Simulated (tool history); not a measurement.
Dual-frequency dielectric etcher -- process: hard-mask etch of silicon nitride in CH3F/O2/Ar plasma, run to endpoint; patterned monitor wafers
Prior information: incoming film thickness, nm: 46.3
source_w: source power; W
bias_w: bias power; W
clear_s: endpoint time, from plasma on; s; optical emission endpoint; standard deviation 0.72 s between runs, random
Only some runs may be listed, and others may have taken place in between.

run  hour  source_w  bias_w  clear_s
  1     0       460      53   77.261
  2   2.7       530      53   71.982
  3   6.6       510      52   73.238
  4   8.8       510      59   70.891
  5    17       560      59   68.669
  6  21.1       510      59   71.676
  7  29.4       480      58   74.265

Run 8 has not been measured yet. What should we expect?
  8  36.1       460      57        ?

Run 8 measured clear_s 75.528 s.

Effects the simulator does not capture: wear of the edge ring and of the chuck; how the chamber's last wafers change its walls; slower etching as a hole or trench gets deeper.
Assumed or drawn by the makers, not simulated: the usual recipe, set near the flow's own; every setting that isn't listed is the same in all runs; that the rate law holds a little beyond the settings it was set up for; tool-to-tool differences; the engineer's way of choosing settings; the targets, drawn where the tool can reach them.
